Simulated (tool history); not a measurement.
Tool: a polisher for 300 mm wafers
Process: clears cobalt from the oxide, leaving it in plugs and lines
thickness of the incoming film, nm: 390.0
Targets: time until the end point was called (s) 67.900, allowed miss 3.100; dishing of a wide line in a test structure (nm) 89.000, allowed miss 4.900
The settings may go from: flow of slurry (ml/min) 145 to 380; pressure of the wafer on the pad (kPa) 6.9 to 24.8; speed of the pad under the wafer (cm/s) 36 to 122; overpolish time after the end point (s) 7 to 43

| run | hour | flow of slurry (ml/min) | pressure of the wafer on the pad (kPa) | speed of the pad under the wafer (cm/s) | overpolish time after the end point (s) | time until the end point was called (s) | dishing of a wide line in a test structure (nm) |
|---|---|---|---|---|---|---|---|
| 1 | 0.0 | 245 | 15.9 | 78 | 22 | 75.629 | 66.055 |
| 2 | 5.8 | 215 | 15.9 | 78 | 22 | 76.076 | 65.536 |
| 3 | 10.3 | 215 | 17.2 | 78 | 22 | 70.690 | 68.178 |
| 4 | 12.4 | 215 | 15.2 | 78 | 22 | 82.428 | 63.236 |
| 5 | 15.1 | 215 | 15.2 | 78 | 23 | 81.150 | 65.830 |
| 6 | 16.1 | 155 | 15.2 | 78 | 23 | 85.198 | 63.935 |
| 7 | 17.3 | 160 | 15.2 | 78 | 24 | 85.559 | 66.691 |
| 8 | 22.9 | 165 | 15.2 | 78 | 25 | 83.288 | 69.544 |
| 9 | 27.4 | 165 | 15.2 | 78 | 26 | 84.052 | 69.175 |

Which of these 5 next moves meets every target?
| A | 31.9 | 145 | 15.2 | 68 | 21 | ? | ? |
| B | 31.9 | 145 | 12.4 | 74 | 29 | ? | ? |
| C | 31.9 | 185 | 17.9 | 80 | 37 | ? | ? |
| D | 31.9 | 195 | 13.8 | 86 | 17 | ? | ? |
| E | 31.9 | 150 | 13.8 | 72 | 39 | ? | ? |

| move | time until the end point was called (s) | dishing of a wide line in a test structure (nm) |
|---|---|---|
| A | 100.480 | 55.196 |
| B | 112.390 | 62.962 |
| C | 70.291 | 86.475 |
| D | 83.903 | 54.036 |
| E | 103.660 | 76.492 |
A: further off than the last run
B: further off than the last run
C: meets every target
D: further off than the last run
E: further off than the last run
Move C is the one to make.
